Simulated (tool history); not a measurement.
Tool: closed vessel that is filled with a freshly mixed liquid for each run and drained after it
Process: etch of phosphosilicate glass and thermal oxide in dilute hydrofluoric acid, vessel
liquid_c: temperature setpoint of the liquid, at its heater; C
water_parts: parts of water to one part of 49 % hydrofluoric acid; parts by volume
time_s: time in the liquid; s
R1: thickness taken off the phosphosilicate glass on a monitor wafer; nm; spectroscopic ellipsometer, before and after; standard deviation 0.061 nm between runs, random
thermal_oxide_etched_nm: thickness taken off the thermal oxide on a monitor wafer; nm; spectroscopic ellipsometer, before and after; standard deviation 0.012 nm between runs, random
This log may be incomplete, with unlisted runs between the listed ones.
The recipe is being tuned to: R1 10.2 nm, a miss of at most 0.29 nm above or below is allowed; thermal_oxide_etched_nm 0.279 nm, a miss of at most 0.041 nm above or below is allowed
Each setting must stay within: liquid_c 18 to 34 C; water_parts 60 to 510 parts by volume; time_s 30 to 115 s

{"run": 1, "day": 0.0, "liquid_c": 26, "water_parts": 285, "time_s": 60, "R1": 33.624, "thermal_oxide_etched_nm": 0.93627}
{"run": 2, "day": 0.242, "liquid_c": 25, "water_parts": 315, "time_s": 60, "R1": 28.383, "thermal_oxide_etched_nm": 0.81502}
{"run": 3, "day": 0.5, "liquid_c": 27, "water_parts": 315, "time_s": 60, "R1": 30.67, "thermal_oxide_etched_nm": 0.83183}
{"run": 4, "day": 0.854, "liquid_c": 26, "water_parts": 345, "time_s": 60, "R1": 26.04, "thermal_oxide_etched_nm": 0.70153}
{"run": 5, "day": 1.208, "liquid_c": 25, "water_parts": 370, "time_s": 60, "R1": 23.035, "thermal_oxide_etched_nm": 0.63743}
{"day": 1.412, "done": "hydrofluoric acid flow meter replaced"}
{"run": 6, "day": 1.412, "liquid_c": 26.5, "water_parts": 370, "time_s": 60, "R1": 21.92, "thermal_oxide_etched_nm": 0.60753}
{"run": 7, "day": 1.65, "liquid_c": 27.5, "water_parts": 480, "time_s": 50, "R1": 13.243, "thermal_oxide_etched_nm": 0.34111}
{"run": 8, "day": 2.008, "liquid_c": 26.5, "water_parts": 480, "time_s": 50, "R1": 12.736, "thermal_oxide_etched_nm": 0.3478}
{"run": 9, "day": 2.138, "liquid_c": 26, "water_parts": 485, "time_s": 50, "R1": 12.36, "thermal_oxide_etched_nm": 0.36108}
{"run": 10, "day": 2.217, "liquid_c": 26, "water_parts": 490, "time_s": 50, "R1": 12.226, "thermal_oxide_etched_nm": 0.34988}
{"run": 11, "day": 2.242, "liquid_c": 22, "water_parts": 495, "time_s": 50, "R1": 10.646, "thermal_oxide_etched_nm": 0.29282}

Exactly one of the 5 candidate moves below puts every result within its allowed miss. Which one?
{"run": "A", "day": 2.267, "liquid_c": 32, "water_parts": 510, "time_s": 40, "R1": "?", "thermal_oxide_etched_nm": "?"}
{"run": "B", "day": 2.267, "liquid_c": 20, "water_parts": 410, "time_s": 40, "R1": "?", "thermal_oxide_etched_nm": "?"}
{"run": "C", "day": 2.267, "liquid_c": 20.5, "water_parts": 510, "time_s": 60, "R1": "?", "thermal_oxide_etched_nm": "?"}
{"run": "D", "day": 2.267, "liquid_c": 21.5, "water_parts": 440, "time_s": 45, "R1": "?", "thermal_oxide_etched_nm": "?"}
{"run": "E", "day": 2.267, "liquid_c": 21.5, "water_parts": 485, "time_s": 45, "R1": "?", "thermal_oxide_etched_nm": "?"}

move=A R1=11 thermal_oxide_etched_nm=0.30991
move=B R1=10.305 thermal_oxide_etched_nm=0.29031
move=C R1=11.669 thermal_oxide_etched_nm=0.32874
move=D R1=11.089 thermal_oxide_etched_nm=0.31239
move=E R1=9.6976 thermal_oxide_etched_nm=0.27321
A: moves away from the targets compared with the last run
B: meets every target
C: moves away from the targets compared with the last run
D: moves away from the targets compared with the last run
E: takes the result that was furthest off past its target
Answer: B

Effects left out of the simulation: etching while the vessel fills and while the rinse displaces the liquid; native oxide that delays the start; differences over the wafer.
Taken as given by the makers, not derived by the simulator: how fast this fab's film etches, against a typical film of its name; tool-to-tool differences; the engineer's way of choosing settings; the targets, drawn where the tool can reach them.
